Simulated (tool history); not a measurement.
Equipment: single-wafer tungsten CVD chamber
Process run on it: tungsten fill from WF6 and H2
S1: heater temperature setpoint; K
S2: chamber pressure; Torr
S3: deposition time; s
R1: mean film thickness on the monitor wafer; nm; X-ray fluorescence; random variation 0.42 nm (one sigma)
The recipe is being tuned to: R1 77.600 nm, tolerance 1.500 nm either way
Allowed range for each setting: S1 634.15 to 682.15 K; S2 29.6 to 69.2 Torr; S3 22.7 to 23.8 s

{"run": 1, "hour": 0.0, "S1": 658.15, "S2": 49.4, "S3": 23.8, "R1": 65.532}
{"run": 2, "hour": 8.9, "S1": 658.15, "S2": 49.4, "S3": 23.8, "R1": 66.146}
{"run": 3, "hour": 14.2, "S1": 660.15, "S2": 49.5, "S3": 23.8, "R1": 69.762}
{"run": 4, "hour": 17.1, "S1": 660.15, "S2": 49.5, "S3": 22.7, "R1": 65.731}
{"run": 5, "hour": 17.7, "S1": 651.15, "S2": 49.5, "S3": 22.7, "R1": 54.278}
{"run": 6, "hour": 22.5, "S1": 658.15, "S2": 49.5, "S3": 22.7, "R1": 62.854}
{"run": 7, "hour": 30.8, "S1": 660.15, "S2": 49.6, "S3": 22.7, "R1": 66.079}
{"run": 8, "hour": 35.2, "S1": 662.15, "S2": 49.7, "S3": 22.7, "R1": 68.69}
{"run": 9, "hour": 43.0, "S1": 663.15, "S2": 49.7, "S3": 22.7, "R1": 71.34}

Below are 5 possible settings for the next run. Only one of them brings all results inside the allowed miss of their targets. Which is it?
{"run": "A", "hour": 50.8, "S1": 667.15, "S2": 47.9, "S3": 23.3, "R1": "?"}
{"run": "B", "hour": 50.8, "S1": 660.15, "S2": 49.6, "S3": 23.1, "R1": "?"}
{"run": "C", "hour": 50.8, "S1": 663.15, "S2": 45.1, "S3": 22.7, "R1": "?"}
{"run": "D", "hour": 50.8, "S1": 667.15, "S2": 46.1, "S3": 22.7, "R1": "?"}
{"run": "E", "hour": 50.8, "S1": 668.15, "S2": 48.3, "S3": 23.6, "R1": "?"}

move=A R1=77.142
move=B R1=66.653
move=C R1=67.112
move=D R1=73.878
move=E R1=80.126
A: each result inside its tolerance
B: its largest miss is bigger than the last run's
C: its largest miss is bigger than the last run's
D: gains on the last run, yet a result remains outside its allowed miss
E: takes the result that was furthest off past its target
Correct choice: A, which meets every target

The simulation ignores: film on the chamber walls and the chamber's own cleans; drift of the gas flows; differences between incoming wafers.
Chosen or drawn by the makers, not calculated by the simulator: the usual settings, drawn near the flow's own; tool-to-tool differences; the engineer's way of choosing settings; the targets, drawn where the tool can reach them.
